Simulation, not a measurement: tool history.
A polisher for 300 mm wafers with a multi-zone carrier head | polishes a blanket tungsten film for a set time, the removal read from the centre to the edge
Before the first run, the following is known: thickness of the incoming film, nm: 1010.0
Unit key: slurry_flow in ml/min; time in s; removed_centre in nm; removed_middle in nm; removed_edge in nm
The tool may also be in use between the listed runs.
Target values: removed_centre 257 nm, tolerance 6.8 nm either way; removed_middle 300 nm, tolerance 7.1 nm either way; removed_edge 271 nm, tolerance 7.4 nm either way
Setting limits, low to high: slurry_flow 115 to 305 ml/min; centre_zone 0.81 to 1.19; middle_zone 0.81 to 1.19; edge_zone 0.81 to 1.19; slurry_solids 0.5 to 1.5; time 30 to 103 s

run,hour,slurry_flow,centre_zone,middle_zone,edge_zone,slurry_solids,time,removed_centre,removed_middle,removed_edge
1,0,195,1,1,1,1,66,306.36,319.1,310.47
2,8.3,195,1,1.03,1,1,66,308.94,328.68,309.63
3,15.1,180,0.97,1.02,0.96,0.95,66,291.02,319.13,299.15
4,15.8,170,0.95,1.02,0.93,0.9,66,277.56,310.35,289.42
5,21.7,160,0.94,1.02,0.91,0.9,66,269.5,304.26,280.12
6,29.3,160,0.97,1.02,0.91,0.9,66,280.1,306.44,283.95
7,36.1,150,0.96,1.03,0.9,0.9,66,270.25,307.56,278.85
8,40.8,140,0.96,1.03,0.9,0.9,66,269.82,300.27,277.97

5 next moves are on the table. One of them brings every result within its allowed miss. Which?
A,45.5,115,0.96,1,0.9,0.8,69,?,?,?
B,45.5,115,0.93,1.05,0.83,0.75,72,?,?,?
C,45.5,115,0.98,0.99,0.9,0.8,75,?,?,?
D,45.5,155,0.95,1.09,0.86,0.8,64,?,?,?
E,45.5,165,0.98,1.03,0.93,0.85,60,?,?,?

move,removed_centre,removed_middle,removed_edge
A,255.69,280.46,271.71
B,254.82,298.93,270.73
C,283.75,302.63,295.37
D,256.46,299.38,261.29
E,255.06,276.5,258.67
A: brings the result that was furthest off to its target, and leaves another outside
B: each result inside its tolerance
C: moves away from the targets compared with the last run
D: brings the result that was furthest off to its target, and leaves another outside
E: brings the result that was furthest off to its target, and leaves another outside
So the answer is move B, the one that meets all the targets.

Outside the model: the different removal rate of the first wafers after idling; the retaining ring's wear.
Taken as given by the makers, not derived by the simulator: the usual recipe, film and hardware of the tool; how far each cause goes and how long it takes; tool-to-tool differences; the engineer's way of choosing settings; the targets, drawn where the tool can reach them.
